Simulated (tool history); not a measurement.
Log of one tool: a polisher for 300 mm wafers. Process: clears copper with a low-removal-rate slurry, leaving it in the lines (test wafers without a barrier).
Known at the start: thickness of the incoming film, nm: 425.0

run	hour	flow of slurry (ml/min)	pressure of the wafer on the pad (psi)	speed of the pad under the wafer (cm/s)	abrasive content of the slurry	overpolish time after the end point (s)	time until the end point was called (s)	dishing of a wide line in a test structure (Å)
1	0	315	2.8	100	1	13	148.51	205.27
2	0.8	390	2.8	100	1	13	147.64	203.71
3	3.2	390	2.5	96	1	14	171.72	191.24
4	11.4	455	2.5	96	1	14	168.07	194.64
5	14.7	490	2.5	96	1	14	166.6	190.31
6	17.7	490	2.5	110	1	14	144.72	207.72
7	20.4	490	2.3	104	1	15	168.29	195.59
8	22.1	490	2.1	102	1	16	188.34	188.21
9	27.3	490	2.1	102	1	16	184.91	201.71

Forecast run 10:
10	34.9	490	1.9	100	1	16	?	?

time until the end point was called (s): 207.41
dishing of a wide line in a test structure (Å): 178.68
